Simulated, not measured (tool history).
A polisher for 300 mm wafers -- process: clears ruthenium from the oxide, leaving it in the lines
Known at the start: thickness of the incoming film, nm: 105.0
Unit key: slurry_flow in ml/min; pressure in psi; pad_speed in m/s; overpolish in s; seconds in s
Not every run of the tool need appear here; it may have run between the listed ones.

Run 1, day 0: slurry_flow 185 ml/min, pressure 2.1 psi, pad_speed 0.94 m/s, overpolish 42 s. Result: seconds 101.79 s.
Run 2, day 0.071: slurry_flow 185 ml/min, pressure 2.3 psi, pad_speed 0.94 m/s, overpolish 42 s. Result: seconds 95.474 s.
Run 3, day 0.396: slurry_flow 185 ml/min, pressure 2.5 psi, pad_speed 0.94 m/s, overpolish 42 s. Result: seconds 86.396 s.
Run 4, day 0.708: slurry_flow 185 ml/min, pressure 2.6 psi, pad_speed 0.94 m/s, overpolish 42 s. Result: seconds 84.058 s.
Run 5, day 1.004: slurry_flow 185 ml/min, pressure 2.6 psi, pad_speed 0.94 m/s, overpolish 42 s. Result: seconds 84.191 s.
Run 6, day 1.104: slurry_flow 185 ml/min, pressure 2.6 psi, pad_speed 0.94 m/s, overpolish 42 s. Result: seconds 85.315 s.
Run 7, day 1.312: slurry_flow 185 ml/min, pressure 2.7 psi, pad_speed 0.94 m/s, overpolish 42 s. Result: seconds 82.262 s.
Run 8, day 1.492: slurry_flow 185 ml/min, pressure 2.7 psi, pad_speed 0.94 m/s, overpolish 42 s. Result: seconds 80.637 s.
Run 9, day 1.792: slurry_flow 185 ml/min, pressure 2.8 psi, pad_speed 0.94 m/s, overpolish 42 s. Result: seconds 77.162 s.

Run 10 comes next. What will it give?
Run 10, day 1.921: slurry_flow 185 ml/min, pressure 2.9 psi, pad_speed 0.94 m/s, overpolish 42 s. Result: seconds ?.

seconds: 77.441 s
